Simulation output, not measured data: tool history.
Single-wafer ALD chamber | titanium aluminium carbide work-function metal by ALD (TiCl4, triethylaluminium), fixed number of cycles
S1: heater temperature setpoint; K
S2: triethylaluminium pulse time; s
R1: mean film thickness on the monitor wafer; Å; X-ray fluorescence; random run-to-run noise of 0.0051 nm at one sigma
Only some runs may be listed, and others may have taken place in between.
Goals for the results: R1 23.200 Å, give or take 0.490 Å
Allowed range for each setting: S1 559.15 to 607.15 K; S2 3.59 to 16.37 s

Run 1, day 0.000: S1 583.15 K, S2 9.98 s. Result: R1 21.194 Å.
Run 2, day 0.288: S1 583.15 K, S2 8.33 s. Result: R1 20.198 Å.
Run 3, day 0.588: S1 583.15 K, S2 5.93 s. Result: R1 16.636 Å.
Run 4, day 0.700: S1 574.15 K, S2 5.93 s. Result: R1 16.122 Å.
Run 5, day 0.804: S1 582.15 K, S2 7.02 s. Result: R1 18.737 Å.
Run 6, day 1.067: S1 582.15 K, S2 8.46 s. Result: R1 20.204 Å.
Run 7, day 1.117: S1 587.15 K, S2 8.59 s. Result: R1 20.792 Å.
Run 8, day 1.338: S1 591.15 K, S2 8.67 s. Result: R1 21.168 Å.
Run 9, day 1.371: S1 594.15 K, S2 8.78 s. Result: R1 21.447 Å.

Exactly one of the 5 candidate moves below puts every result within its allowed miss. Which one?
Run A, day 1.404: S1 580.15 K, S2 6.97 s. Result: R1 ?.
Run B, day 1.404: S1 585.15 K, S2 7.88 s. Result: R1 ?.
Run C, day 1.404: S1 578.15 K, S2 9.71 s. Result: R1 ?.
Run D, day 1.404: S1 595.15 K, S2 6.74 s. Result: R1 ?.
Run E, day 1.404: S1 605.15 K, S2 10.36 s. Result: R1 ?.

move      R1
   A  18.508
   B  19.985
   C  20.627
   D  19.158
   E  22.971
A: its largest miss is bigger than the last run's
B: its largest miss is bigger than the last run's
C: its largest miss is bigger than the last run's
D: its largest miss is bigger than the last run's
E: every result within its allowed miss
Answer: E
